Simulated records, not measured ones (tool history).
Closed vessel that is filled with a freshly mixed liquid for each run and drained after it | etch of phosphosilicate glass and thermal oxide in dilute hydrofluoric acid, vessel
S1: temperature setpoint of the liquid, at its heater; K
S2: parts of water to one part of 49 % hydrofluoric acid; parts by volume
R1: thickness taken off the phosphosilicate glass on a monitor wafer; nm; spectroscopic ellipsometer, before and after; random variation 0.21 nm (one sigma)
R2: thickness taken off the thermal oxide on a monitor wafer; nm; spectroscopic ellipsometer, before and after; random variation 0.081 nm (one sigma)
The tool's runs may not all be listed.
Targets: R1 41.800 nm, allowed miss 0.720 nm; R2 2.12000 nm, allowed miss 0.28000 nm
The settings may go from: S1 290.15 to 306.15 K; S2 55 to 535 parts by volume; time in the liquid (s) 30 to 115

Run 1, hour 0.0: S1 298.15 K, S2 295 parts by volume, time in the liquid (s) 60. Result: R1 15.622 nm, R2 0.77072 nm.
Run 2, hour 8.9: S1 299.65 K, S2 265 parts by volume, time in the liquid (s) 60. Result: R1 18.909 nm, R2 0.98991 nm.
Run 3, hour 11.8: S1 299.65 K, S2 310 parts by volume, time in the liquid (s) 60. Result: R1 15.328 nm, R2 0.76415 nm.
Run 4, hour 18.3: S1 300.65 K, S2 275 parts by volume, time in the liquid (s) 60. Result: R1 18.591 nm, R2 0.94424 nm.
Run 5, hour 23.4: S1 300.65 K, S2 275 parts by volume, time in the liquid (s) 80. Result: R1 24.962 nm, R2 1.20060 nm.
Run 6, hour 24.9: S1 301.65 K, S2 260 parts by volume, time in the liquid (s) 80. Result: R1 27.669 nm, R2 1.39820 nm.
Run 7, hour 33.4: S1 302.15 K, S2 250 parts by volume, time in the liquid (s) 80. Result: R1 29.744 nm, R2 1.43670 nm.
Run 8, hour 40.8: S1 302.65 K, S2 240 parts by volume, time in the liquid (s) 80. Result: R1 31.503 nm, R2 1.51690 nm.
Run 9, hour 44.7: S1 303.15 K, S2 230 parts by volume, time in the liquid (s) 80. Result: R1 34.272 nm, R2 1.74680 nm.
Run 10, hour 53.3: S1 303.65 K, S2 225 parts by volume, time in the liquid (s) 80. Result: R1 35.964 nm, R2 1.85500 nm.
Run 11, hour 56.9: S1 304.15 K, S2 225 parts by volume, time in the liquid (s) 80. Result: R1 36.133 nm, R2 1.85970 nm.
Run 12, hour 61.7: S1 304.65 K, S2 220 parts by volume, time in the liquid (s) 80. Result: R1 37.867 nm, R2 1.92940 nm.

Which of these 4 next moves meets every target?
Run A, hour 66.5: S1 305.65 K, S2 240 parts by volume, time in the liquid (s) 95. Result: R1 ?, R2 ?.
Run B, hour 66.5: S1 306.15 K, S2 245 parts by volume, time in the liquid (s) 100. Result: R1 ?, R2 ?.
Run C, hour 66.5: S1 303.15 K, S2 270 parts by volume, time in the liquid (s) 95. Result: R1 ?, R2 ?.
Run D, hour 66.5: S1 305.15 K, S2 180 parts by volume, time in the liquid (s) 70. Result: R1 ?, R2 ?.

move      R1       R2
   A  41.442  2.19990
   B  43.164  2.29130
   C  32.763  1.73920
   D  43.214  2.29390
A: meets every target
B: takes the result that was furthest off past its target
C: further off than the last run
D: takes the result that was furthest off past its target
Move A is the one to make.
